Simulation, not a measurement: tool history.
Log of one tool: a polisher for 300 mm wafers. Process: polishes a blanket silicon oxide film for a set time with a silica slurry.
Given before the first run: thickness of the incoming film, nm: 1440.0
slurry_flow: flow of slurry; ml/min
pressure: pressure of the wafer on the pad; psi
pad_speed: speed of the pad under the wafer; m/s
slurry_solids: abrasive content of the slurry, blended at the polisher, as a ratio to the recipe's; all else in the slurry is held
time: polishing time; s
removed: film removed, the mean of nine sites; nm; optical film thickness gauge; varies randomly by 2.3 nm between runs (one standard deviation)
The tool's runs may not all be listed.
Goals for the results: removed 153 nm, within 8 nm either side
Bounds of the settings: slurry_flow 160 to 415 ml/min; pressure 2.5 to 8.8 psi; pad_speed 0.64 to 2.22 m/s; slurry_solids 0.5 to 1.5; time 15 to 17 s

| run | hour | slurry_flow | pressure | pad_speed | slurry_solids | time | removed |
|---|---|---|---|---|---|---|---|
| 1 | 0 | 265 | 5.6 | 1.42 | 1 | 17 | 96.384 |
| 2 | 6.5 | 265 | 5.6 | 1.42 | 0.8 | 17 | 85.133 |
| 3 | 9.6 | 265 | 5.6 | 1.42 | 0.8 | 15 | 73.476 |
| 4 | 18.6 | 265 | 4.5 | 1.42 | 0.8 | 15 | 60.466 |
| 5 | 22.8 | 265 | 4.5 | 1.42 | 0.8 | 15 | 60.427 |
| 6 | 30.1 | 265 | 5.1 | 1.44 | 0.8 | 15 | 69.135 |
| 7 | 32.6 | 265 | 5.6 | 1.46 | 0.8 | 15 | 75.324 |
| 8 | 33.6 | 265 | 6 | 1.5 | 0.8 | 15 | 81.682 |
| 9 | 35.7 | 265 | 6.4 | 1.54 | 0.8 | 15 | 87.456 |
| 10 | 40.8 | 265 | 6.7 | 1.6 | 0.8 | 15 | 93.733 |
| 11 | 49.6 | 265 | 7 | 1.64 | 0.8 | 15 | 98.113 |

Which of these 5 next moves meets every target?
| A | 58.4 | 175 | 8.4 | 1.84 | 1 | 15 | ? |
| B | 58.4 | 240 | 7.7 | 1.54 | 1 | 17 | ? |
| C | 58.4 | 295 | 8.7 | 1.56 | 0.95 | 17 | ? |
| D | 58.4 | 200 | 7.6 | 1.96 | 0.8 | 17 | ? |
| E | 58.4 | 260 | 7.2 | 1.88 | 0.85 | 17 | ? |

| move | removed |
|---|---|
| A | 141.33 |
| B | 134.91 |
| C | 150.4 |
| D | 134.73 |
| E | 134.87 |
A: closes in on the targets versus the last run, not all within tolerance yet
B: closes in on the targets versus the last run, not all within tolerance yet
C: all results in spec
D: closes in on the targets versus the last run, not all within tolerance yet
E: closes in on the targets versus the last run, not all within tolerance yet
Move C is the one to make.

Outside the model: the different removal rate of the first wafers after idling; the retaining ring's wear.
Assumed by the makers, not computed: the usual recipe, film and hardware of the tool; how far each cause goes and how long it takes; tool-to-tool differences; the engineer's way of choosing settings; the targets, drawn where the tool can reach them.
